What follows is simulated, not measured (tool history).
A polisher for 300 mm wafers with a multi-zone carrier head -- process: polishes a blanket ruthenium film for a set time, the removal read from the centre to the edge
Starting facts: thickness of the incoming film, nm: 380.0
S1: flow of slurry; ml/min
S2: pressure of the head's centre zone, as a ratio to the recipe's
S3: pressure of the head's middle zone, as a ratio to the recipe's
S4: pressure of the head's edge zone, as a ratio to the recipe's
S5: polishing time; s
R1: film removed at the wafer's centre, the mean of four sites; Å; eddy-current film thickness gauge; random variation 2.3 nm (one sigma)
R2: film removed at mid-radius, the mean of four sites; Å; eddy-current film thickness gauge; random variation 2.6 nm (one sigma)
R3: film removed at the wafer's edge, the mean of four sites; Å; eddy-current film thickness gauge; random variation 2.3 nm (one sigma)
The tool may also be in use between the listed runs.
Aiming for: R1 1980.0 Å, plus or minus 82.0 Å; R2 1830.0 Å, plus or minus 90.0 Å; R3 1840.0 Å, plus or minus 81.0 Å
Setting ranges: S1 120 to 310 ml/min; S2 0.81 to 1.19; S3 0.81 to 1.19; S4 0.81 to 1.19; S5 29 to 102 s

run	day	S1	S2	S3	S4	S5	R1	R2	R3
1	0.000	200	1.00	1.00	1.00	65	1486.0	1293.2	1271.6
2	0.025	200	1.07	1.00	1.00	65	1550.8	1269.4	1301.6
3	0.083	200	1.06	1.02	1.04	69	1620.9	1397.5	1401.0
4	0.358	205	1.07	1.03	1.07	72	1706.8	1516.1	1481.1
5	0.675	205	1.07	1.03	1.07	65	1544.8	1333.1	1356.2
6	1.004	205	1.07	0.95	1.07	65	1554.6	1249.1	1355.0
7	1.079	210	1.07	0.97	1.09	69	1642.5	1322.4	1429.3
8	1.225	200	1.07	0.99	1.11	73	1730.6	1454.1	1530.9
9	1.483	220	1.06	1.06	1.19	83	1966.8	1724.4	1765.5

Exactly one of the 4 candidate moves below puts every result within its allowed miss. Which one?
A	1.742	240	1.03	1.00	1.19	81	?	?	?
B	1.742	215	1.07	1.12	1.09	81	?	?	?
C	1.742	195	1.02	1.08	1.19	87	?	?	?
D	1.742	195	1.01	0.92	1.19	87	?	?	?

move	R1	R2	R3
A	1940.4	1614.8	1773.3
B	1996.4	1731.7	1692.0
C	2024.5	1797.9	1878.3
D	2002.8	1610.6	1881.5
A: lands further from the targets than the last run did
B: lands further from the targets than the last run did
C: all results land within tolerance of their targets
D: lands further from the targets than the last run did
C meets every target.
